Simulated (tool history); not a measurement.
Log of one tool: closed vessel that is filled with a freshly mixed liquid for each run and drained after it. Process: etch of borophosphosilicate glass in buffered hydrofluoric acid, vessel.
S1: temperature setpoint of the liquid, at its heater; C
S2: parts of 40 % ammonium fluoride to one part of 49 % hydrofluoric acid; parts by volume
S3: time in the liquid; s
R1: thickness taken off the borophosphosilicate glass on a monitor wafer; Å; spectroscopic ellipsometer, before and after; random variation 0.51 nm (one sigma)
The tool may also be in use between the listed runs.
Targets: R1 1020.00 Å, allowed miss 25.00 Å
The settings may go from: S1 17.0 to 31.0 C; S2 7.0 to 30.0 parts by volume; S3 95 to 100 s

run 1 hour=0.0 | S1=23.0 S2=19.0 S3=95 | R1=689.81
run 2 hour=7.7 | S1=24.0 S2=19.0 S3=95 | R1=727.78
run 3 hour=13.4 | S1=24.5 S2=19.0 S3=95 | R1=742.93
run 4 hour=16.7 | S1=24.5 S2=19.0 S3=95 | R1=740.22
run 5 hour=23.2 | S1=25.0 S2=19.0 S3=95 | R1=765.24
-- hour=31.6 hydrofluoric acid flow meter replaced
run 6 hour=31.6 | S1=23.5 S2=19.0 S3=95 | R1=659.12
run 7 hour=34.1 | S1=27.5 S2=19.0 S3=95 | R1=819.35
run 8 hour=37.6 | S1=28.0 S2=19.0 S3=95 | R1=838.88

4 next moves are on the table. One of them brings every result within its allowed miss. Which?
run A hour=41.1 | S1=30.0 S2=17.5 S3=100 | R1=?
run B hour=41.1 | S1=26.5 S2=15.0 S3=100 | R1=?
run C hour=41.1 | S1=28.5 S2=17.0 S3=95 | R1=?
run D hour=41.1 | S1=31.0 S2=17.5 S3=95 | R1=?

move=A R1=1056.50
move=B R1=1022.50
move=C R1=954.57
move=D R1=1057.30
A: takes the result that was furthest off past its target
B: meets every target
C: nearer than the last run, and not there yet
D: takes the result that was furthest off past its target
Answer: B
